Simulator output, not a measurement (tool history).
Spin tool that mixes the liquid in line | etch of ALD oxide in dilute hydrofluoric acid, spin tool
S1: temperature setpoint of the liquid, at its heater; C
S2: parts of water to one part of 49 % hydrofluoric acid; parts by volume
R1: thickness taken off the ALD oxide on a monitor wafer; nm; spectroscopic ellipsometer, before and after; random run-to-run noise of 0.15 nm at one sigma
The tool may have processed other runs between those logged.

run 1 day=0 | S1=24 S2=40 time_under_the_liquid_(s)=60 | R1=33.004
run 2 day=0.208 | S1=23 S2=40 time_under_the_liquid_(s)=60 | R1=31.745
run 3 day=0.271 | S1=23 S2=40 time_under_the_liquid_(s)=45 | R1=23.917
run 4 day=0.562 | S1=22.5 S2=40 time_under_the_liquid_(s)=45 | R1=23.239
run 5 day=0.8 | S1=22 S2=40 time_under_the_liquid_(s)=45 | R1=23.042
run 6 day=0.842 | S1=21.5 S2=40 time_under_the_liquid_(s)=45 | R1=22.452
run 7 day=1.067 | S1=20.5 S2=40 time_under_the_liquid_(s)=45 | R1=21.102

The next listed run, before its measurement:
run 8 day=1.121 | S1=20 S2=40 time_under_the_liquid_(s)=45 | R1=?

Run 8 yielded R1 20.983 nm.
